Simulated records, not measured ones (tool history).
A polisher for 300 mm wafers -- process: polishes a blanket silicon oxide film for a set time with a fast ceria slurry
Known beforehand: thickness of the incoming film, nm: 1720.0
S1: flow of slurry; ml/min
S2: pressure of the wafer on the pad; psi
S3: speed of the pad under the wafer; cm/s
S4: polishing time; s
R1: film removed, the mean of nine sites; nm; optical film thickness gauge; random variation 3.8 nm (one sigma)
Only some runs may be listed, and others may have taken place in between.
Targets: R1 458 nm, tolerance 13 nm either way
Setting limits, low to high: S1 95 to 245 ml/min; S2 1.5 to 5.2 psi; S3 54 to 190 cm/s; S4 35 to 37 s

{"run": 1, "hour": 0.0, "S1": 155, "S2": 3.3, "S3": 122, "S4": 35, "R1": 704.48}
{"run": 2, "hour": 5.7, "S1": 155, "S2": 3.3, "S3": 102, "S4": 35, "R1": 592.79}
{"run": 3, "hour": 11.8, "S1": 155, "S2": 3.9, "S3": 102, "S4": 35, "R1": 691.74}
{"run": 4, "hour": 18.5, "S1": 125, "S2": 3.9, "S3": 102, "S4": 35, "R1": 665.76}
{"run": 5, "hour": 20.3, "S1": 125, "S2": 3.9, "S3": 102, "S4": 35, "R1": 668.91}
{"run": 6, "hour": 24.8, "S1": 125, "S2": 4.5, "S3": 102, "S4": 35, "R1": 758.28}
{"run": 7, "hour": 27.0, "S1": 125, "S2": 4.2, "S3": 102, "S4": 35, "R1": 703.17}
{"run": 8, "hour": 28.6, "S1": 125, "S2": 4.2, "S3": 102, "S4": 35, "R1": 716.55}
{"run": 9, "hour": 36.9, "S1": 125, "S2": 4, "S3": 102, "S4": 35, "R1": 681.91}
{"hour": 41.7, "done": "head pressure recalibrated"}
{"run": 10, "hour": 41.7, "S1": 110, "S2": 3, "S3": 100, "S4": 35, "R1": 547.35}

Consider the 5 candidate settings below. Which is the only one whose results all fall within their allowed miss of target?
{"run": "A", "hour": 46.5, "S1": 95, "S2": 3.5, "S3": 110, "S4": 37, "R1": "?"}
{"run": "B", "hour": 46.5, "S1": 110, "S2": 2.7, "S3": 84, "S4": 35, "R1": "?"}
{"run": "C", "hour": 46.5, "S1": 130, "S2": 2.4, "S3": 90, "S4": 35, "R1": "?"}
{"run": "D", "hour": 46.5, "S1": 110, "S2": 2.5, "S3": 92, "S4": 35, "R1": "?"}
{"run": "E", "hour": 46.5, "S1": 155, "S2": 2, "S3": 106, "S4": 37, "R1": "?"}

move=A R1=710.64
move=B R1=421.98
move=C R1=419.84
move=D R1=427.82
move=E R1=453.03
A: further off than the last run
B: takes the result that was furthest off past its target
C: takes the result that was furthest off past its target
D: takes the result that was furthest off past its target
E: every result lands within tolerance
So the answer is move E, the one that meets all the targets.
